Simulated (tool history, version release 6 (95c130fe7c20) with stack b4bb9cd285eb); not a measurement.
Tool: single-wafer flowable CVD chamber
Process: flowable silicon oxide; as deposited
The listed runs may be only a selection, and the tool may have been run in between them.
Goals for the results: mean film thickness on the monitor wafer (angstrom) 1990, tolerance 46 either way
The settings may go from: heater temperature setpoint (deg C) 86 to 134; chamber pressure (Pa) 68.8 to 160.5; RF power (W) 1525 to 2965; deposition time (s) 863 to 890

| run | hour | heater temperature setpoint (deg C) | chamber pressure (Pa) | RF power (W) | deposition time (s) | mean film thickness on the monitor wafer (angstrom) |
|---|---|---|---|---|---|---|
| 1 | 0 | 110 | 114.7 | 2245 | 863 | 3836.2 |
| 2 | 6.1 | 114 | 114.5 | 2245 | 863 | 3384.9 |
| 3 | 13.3 | 117 | 114.4 | 2245 | 863 | 3076.6 |
| 4 | 17.1 | 120 | 114.3 | 2245 | 863 | 2770.3 |
| 5 | 26.1 | 122 | 114.3 | 2245 | 863 | 2640.9 |
| 6 | 29.3 | 124 | 114.3 | 2245 | 863 | 2499.5 |
| 7 | 35.5 | 125 | 114.3 | 2245 | 863 | 2423.6 |
| 8 | 44.3 | 126 | 114.3 | 2245 | 863 | 2352.2 |
| 9 | 50.6 | 126 | 114.3 | 2245 | 863 | 2344.8 |

Exactly one of the 5 candidate moves below puts every result within its allowed miss. Which one?
| A | 56.9 | 121 | 90.5 | 2050 | 863 | ? |
| B | 56.9 | 128 | 101.2 | 2445 | 863 | ? |
| C | 56.9 | 122 | 110.4 | 2270 | 884 | ? |
| D | 56.9 | 127 | 91.6 | 2185 | 863 | ? |
| E | 56.9 | 125 | 96.1 | 2180 | 890 | ? |

| move | mean film thickness on the monitor wafer (angstrom) |
|---|---|
| A | 2130.3 |
| B | 2004.2 |
| C | 2612.5 |
| D | 1842.1 |
| E | 2102 |
A: nearer than the last run, and not there yet
B: in spec on every target
C: the biggest miss grows against the last run
D: pushes the last run's worst result past its target
E: nearer than the last run, and not there yet
Answer: B

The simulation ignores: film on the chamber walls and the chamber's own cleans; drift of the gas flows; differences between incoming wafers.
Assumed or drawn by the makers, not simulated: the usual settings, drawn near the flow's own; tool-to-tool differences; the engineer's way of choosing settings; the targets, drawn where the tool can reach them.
